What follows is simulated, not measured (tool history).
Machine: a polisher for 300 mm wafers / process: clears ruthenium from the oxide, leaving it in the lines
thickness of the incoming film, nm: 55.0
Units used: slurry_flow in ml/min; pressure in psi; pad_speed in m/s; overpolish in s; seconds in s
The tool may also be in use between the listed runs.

Run 1, day 0.000: slurry_flow 305 ml/min, pressure 1.3 psi, pad_speed 0.98 m/s, overpolish 7 s. Result: seconds 77.891 s.
Run 2, day 0.100: slurry_flow 345 ml/min, pressure 1.3 psi, pad_speed 0.98 m/s, overpolish 7 s. Result: seconds 76.625 s.
Run 3, day 0.312: slurry_flow 400 ml/min, pressure 1.3 psi, pad_speed 0.98 m/s, overpolish 7 s. Result: seconds 76.903 s.
Run 4, day 0.408: slurry_flow 400 ml/min, pressure 1.4 psi, pad_speed 0.98 m/s, overpolish 7 s. Result: seconds 70.906 s.
Run 5, day 0.446: slurry_flow 400 ml/min, pressure 1.6 psi, pad_speed 0.98 m/s, overpolish 7 s. Result: seconds 62.367 s.
Run 6, day 0.533: slurry_flow 400 ml/min, pressure 1.7 psi, pad_speed 0.98 m/s, overpolish 7 s. Result: seconds 59.771 s.
Run 7, day 0.750: slurry_flow 400 ml/min, pressure 1.7 psi, pad_speed 0.98 m/s, overpolish 7 s. Result: seconds 58.590 s.
Run 8, day 0.962: slurry_flow 400 ml/min, pressure 1.8 psi, pad_speed 0.98 m/s, overpolish 7 s. Result: seconds 56.009 s.

What does the tool deliver on the next run?
Run 9, day 1.262: slurry_flow 400 ml/min, pressure 1.9 psi, pad_speed 0.98 m/s, overpolish 7 s. Result: seconds ?.

{"run 9": {"seconds": 52.415}}
